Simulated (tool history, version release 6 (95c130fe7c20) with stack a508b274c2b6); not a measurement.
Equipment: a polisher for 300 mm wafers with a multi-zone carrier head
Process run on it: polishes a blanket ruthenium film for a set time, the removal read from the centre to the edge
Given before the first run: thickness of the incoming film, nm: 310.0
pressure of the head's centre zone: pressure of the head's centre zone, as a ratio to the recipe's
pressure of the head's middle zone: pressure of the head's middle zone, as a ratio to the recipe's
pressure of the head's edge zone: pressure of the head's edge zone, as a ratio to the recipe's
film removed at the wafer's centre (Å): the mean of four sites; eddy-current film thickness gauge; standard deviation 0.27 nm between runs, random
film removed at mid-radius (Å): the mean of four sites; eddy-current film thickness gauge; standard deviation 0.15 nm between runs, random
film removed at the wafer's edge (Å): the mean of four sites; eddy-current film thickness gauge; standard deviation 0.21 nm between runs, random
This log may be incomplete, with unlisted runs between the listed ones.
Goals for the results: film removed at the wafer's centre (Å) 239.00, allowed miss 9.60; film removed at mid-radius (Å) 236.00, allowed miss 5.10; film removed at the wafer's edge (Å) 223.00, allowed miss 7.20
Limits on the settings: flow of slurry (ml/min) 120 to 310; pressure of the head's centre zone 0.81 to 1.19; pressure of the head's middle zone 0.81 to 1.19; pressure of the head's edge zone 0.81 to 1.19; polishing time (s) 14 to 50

| run | day | flow of slurry (ml/min) | pressure of the head's centre zone | pressure of the head's middle zone | pressure of the head's edge zone | polishing time (s) | film removed at the wafer's centre (Å) | film removed at mid-radius (Å) | film removed at the wafer's edge (Å) |
|---|---|---|---|---|---|---|---|---|---|
| 1 | 0.000 | 200 | 1.00 | 1.00 | 1.00 | 32 | 284.63 | 277.53 | 278.58 |
| 2 | 0.267 | 195 | 0.99 | 1.00 | 0.97 | 31 | 272.86 | 269.21 | 267.62 |
| 3 | 0.379 | 195 | 0.99 | 1.00 | 1.05 | 31 | 267.28 | 270.16 | 276.04 |
| 4 | 0.642 | 195 | 0.99 | 0.96 | 1.05 | 31 | 269.52 | 257.94 | 277.37 |
| 5 | 0.912 | 195 | 0.99 | 0.96 | 0.99 | 31 | 269.82 | 263.18 | 266.22 |
| 6 | 1.042 | 190 | 0.98 | 0.94 | 0.96 | 31 | 258.04 | 252.80 | 266.50 |
| 7 | 1.204 | 190 | 0.99 | 0.95 | 0.94 | 30 | 252.78 | 246.70 | 249.32 |
| 8 | 1.375 | 140 | 0.98 | 0.95 | 0.84 | 29 | 231.42 | 225.25 | 223.27 |
| 9 | 1.400 | 145 | 0.98 | 0.96 | 0.84 | 29 | 228.65 | 229.63 | 228.84 |
| 10 | 1.442 | 150 | 1.06 | 1.02 | 0.81 | 28 | 245.28 | 235.26 | 216.05 |
| 11 | 1.775 | 150 | 1.06 | 1.02 | 0.81 | 28 | 240.80 | 237.08 | 214.46 |
| 12 | 1.979 | 150 | 1.06 | 1.02 | 0.81 | 28 | 247.79 | 236.43 | 212.84 |
| 13 | 2.258 | 150 | 1.05 | 1.02 | 0.82 | 28 | 237.61 | 230.91 | 214.72 |

Which single option among these 4 for the next run brings every result within its allowed miss of target? Just one does.
| A | 2.538 | 160 | 0.97 | 1.05 | 0.83 | 27 | ? | ? | ? |
| B | 2.538 | 160 | 1.05 | 0.96 | 0.97 | 28 | ? | ? | ? |
| C | 2.538 | 120 | 1.02 | 0.99 | 0.90 | 29 | ? | ? | ? |
| D | 2.538 | 120 | 1.04 | 1.02 | 0.84 | 30 | ? | ? | ? |

| move | film removed at the wafer's centre (Å) | film removed at mid-radius (Å) | film removed at the wafer's edge (Å) |
|---|---|---|---|
| A | 215.97 | 235.71 | 209.65 |
| B | 242.43 | 226.48 | 233.41 |
| C | 224.81 | 224.14 | 221.98 |
| D | 237.21 | 237.79 | 222.66 |
A: further off than the last run
B: the result that was furthest off in the last run now lies on the other side of its target
C: meets the target for the result that was furthest off, but another lies outside its allowed miss
D: meets every target
The right move is D.
